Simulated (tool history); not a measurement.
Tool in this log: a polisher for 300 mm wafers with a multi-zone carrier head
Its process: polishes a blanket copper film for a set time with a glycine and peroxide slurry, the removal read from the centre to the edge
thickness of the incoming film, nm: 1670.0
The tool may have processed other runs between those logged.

run,hour,flow of slurry (ml/min),pressure of the head's centre zone,pressure of the head's middle zone,pressure of the head's edge zone,polishing time (s),film removed at the wafer's centre (nm),film removed at mid-radius (nm),film removed at the wafer's edge (nm)
1,0.0,245,1.00,1.00,1.00,40,198.79,213.42,216.55
2,3.8,245,1.00,1.00,0.97,40,202.04,214.04,211.81
3,11.2,245,1.00,1.06,0.97,40,200.90,226.86,214.48
4,16.0,245,1.04,1.06,0.97,40,207.69,221.65,210.52
5,20.5,245,1.04,0.97,0.97,40,213.67,206.29,213.48
6,22.2,280,1.04,0.97,0.97,40,210.70,209.79,215.84
7,27.6,260,0.94,0.87,0.87,33,154.55,156.62,167.48

What does the tool deliver on the next run?
8,35.4,270,0.94,0.88,0.88,33,?,?,?

film removed at the wafer's centre (nm): 158.12
film removed at mid-radius (nm): 161.22
film removed at the wafer's edge (nm): 166.59
